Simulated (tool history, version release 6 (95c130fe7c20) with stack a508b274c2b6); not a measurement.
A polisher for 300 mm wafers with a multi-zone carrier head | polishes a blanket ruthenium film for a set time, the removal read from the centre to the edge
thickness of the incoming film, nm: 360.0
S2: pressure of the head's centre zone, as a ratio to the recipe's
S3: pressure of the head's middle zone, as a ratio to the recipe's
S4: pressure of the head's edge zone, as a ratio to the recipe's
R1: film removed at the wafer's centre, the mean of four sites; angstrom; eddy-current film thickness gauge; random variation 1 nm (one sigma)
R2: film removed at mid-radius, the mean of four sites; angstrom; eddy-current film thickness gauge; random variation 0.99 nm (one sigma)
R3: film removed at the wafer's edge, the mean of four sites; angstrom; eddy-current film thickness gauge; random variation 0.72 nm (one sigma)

run 1 hour=0.0 | flow_of_slurry_(ml/min)=245 S2=1.00 S3=1.00 S4=1.00 polishing_time_(s)=64 | R1=805.01 R2=803.39 R3=802.55
run 2 hour=3.1 | flow_of_slurry_(ml/min)=245 S2=1.00 S3=1.00 S4=1.00 polishing_time_(s)=48 | R1=596.75 R2=598.82 R3=593.41
run 3 hour=6.2 | flow_of_slurry_(ml/min)=250 S2=1.00 S3=1.02 S4=1.02 polishing_time_(s)=51 | R1=627.20 R2=652.48 R3=637.06
run 4 hour=8.6 | flow_of_slurry_(ml/min)=255 S2=1.01 S3=1.03 S4=1.04 polishing_time_(s)=54 | R1=685.24 R2=698.43 R3=680.03
run 5 hour=15.6 | flow_of_slurry_(ml/min)=255 S2=1.09 S3=1.03 S4=1.04 polishing_time_(s)=54 | R1=742.00 R2=695.51 R3=693.61
run 6 hour=17.5 | flow_of_slurry_(ml/min)=260 S2=1.08 S3=1.05 S4=1.06 polishing_time_(s)=57 | R1=783.88 R2=748.57 R3=735.14
run 7 hour=19.9 | flow_of_slurry_(ml/min)=260 S2=1.06 S3=1.06 S4=1.07 polishing_time_(s)=60 | R1=793.54 R2=786.01 R3=765.72
run 8 hour=21.4 | flow_of_slurry_(ml/min)=260 S2=1.05 S3=1.07 S4=1.08 polishing_time_(s)=63 | R1=838.64 R2=835.85 R3=817.08
run 9 hour=22.3 | flow_of_slurry_(ml/min)=265 S2=1.04 S3=1.08 S4=1.09 polishing_time_(s)=65 | R1=855.31 R2=871.58 R3=840.45
run 10 hour=22.9 | flow_of_slurry_(ml/min)=265 S2=1.04 S3=1.08 S4=1.09 polishing_time_(s)=65 | R1=850.30 R2=880.81 R3=852.86
run 11 hour=28.8 | flow_of_slurry_(ml/min)=270 S2=1.04 S3=1.09 S4=1.10 polishing_time_(s)=66 | R1=858.78 R2=895.24 R3=874.34
run 12 hour=30.2 | flow_of_slurry_(ml/min)=275 S2=1.04 S3=1.10 S4=1.10 polishing_time_(s)=67 | R1=881.32 R2=908.81 R3=878.95
run 13 hour=35.8 | flow_of_slurry_(ml/min)=270 S2=1.03 S3=1.11 S4=1.10 polishing_time_(s)=69 | R1=904.34 R2=935.21 R3=906.32
-- hour=42.4 worn pad replaced by a new one
run 14 hour=42.4 | flow_of_slurry_(ml/min)=280 S2=1.02 S3=1.12 S4=1.10 polishing_time_(s)=71 | R1=1012.60 R2=1070.10 R3=1048.80
run 15 hour=46.3 | flow_of_slurry_(ml/min)=280 S2=1.01 S3=1.13 S4=1.10 polishing_time_(s)=71 | R1=1026.30 R2=1094.10 R3=1034.40
run 16 hour=54.2 | flow_of_slurry_(ml/min)=325 S2=0.93 S3=1.19 S4=1.19 polishing_time_(s)=74 | R1=997.00 R2=1211.10 R3=1127.90
run 17 hour=56.5 | flow_of_slurry_(ml/min)=325 S2=0.93 S3=1.19 S4=1.18 polishing_time_(s)=74 | R1=976.51 R2=1199.80 R3=1124.70
run 18 hour=65.0 | flow_of_slurry_(ml/min)=325 S2=0.93 S3=1.19 S4=1.18 polishing_time_(s)=74 | R1=997.59 R2=1200.40 R3=1117.40

Run 19 comes next. What will it give?
run 19 hour=69.9 | flow_of_slurry_(ml/min)=330 S2=0.93 S3=1.19 S4=1.17 polishing_time_(s)=74 | R1=? R2=? R3=?

R1: 986.14 angstrom
R2: 1208.80 angstrom
R3: 1119.80 angstrom
